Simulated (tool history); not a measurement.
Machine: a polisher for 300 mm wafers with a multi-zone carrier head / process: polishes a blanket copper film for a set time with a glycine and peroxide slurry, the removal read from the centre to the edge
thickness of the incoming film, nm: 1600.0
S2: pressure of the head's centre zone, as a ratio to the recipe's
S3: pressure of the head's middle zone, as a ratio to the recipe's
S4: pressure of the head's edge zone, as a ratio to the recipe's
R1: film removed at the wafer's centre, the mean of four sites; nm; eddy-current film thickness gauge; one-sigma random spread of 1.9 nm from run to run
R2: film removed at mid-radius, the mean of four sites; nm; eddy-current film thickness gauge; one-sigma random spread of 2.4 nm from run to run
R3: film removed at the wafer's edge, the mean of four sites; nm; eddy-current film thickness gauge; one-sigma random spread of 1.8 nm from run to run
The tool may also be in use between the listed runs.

Run 1, day 0.000: flow of slurry (ml/min) 135, S2 1.00, S3 1.00, S4 1.00, polishing time (s) 58. Result: R1 211.95 nm, R2 200.51 nm, R3 216.12 nm.
Run 2, day 0.250: flow of slurry (ml/min) 120, S2 1.00, S3 1.00, S4 1.00, polishing time (s) 58. Result: R1 206.50 nm, R2 195.77 nm, R3 210.54 nm.
Run 3, day 0.492: flow of slurry (ml/min) 140, S2 1.03, S3 1.02, S4 1.03, polishing time (s) 59. Result: R1 224.09 nm, R2 208.38 nm, R3 217.97 nm.
Run 4, day 0.583: flow of slurry (ml/min) 140, S2 0.97, S3 1.02, S4 1.03, polishing time (s) 59. Result: R1 209.39 nm, R2 206.25 nm, R3 219.92 nm.
Run 5, day 0.658: flow of slurry (ml/min) 170, S2 0.97, S3 1.02, S4 1.03, polishing time (s) 59. Result: R1 215.21 nm, R2 215.09 nm, R3 227.64 nm.
Run 6, day 0.779: flow of slurry (ml/min) 170, S2 0.90, S3 1.02, S4 1.03, polishing time (s) 59. Result: R1 202.34 nm, R2 219.17 nm, R3 224.82 nm.

Estimate the outcome of run 7 from the log above:
Run 7, day 0.983: flow of slurry (ml/min) 175, S2 0.96, S3 1.04, S4 1.05, polishing time (s) 60. Result: R1 ?, R2 ?, R3 ?.

Logged for run 7: R1 221.39 nm, R2 221.72 nm, R3 233.24 nm.
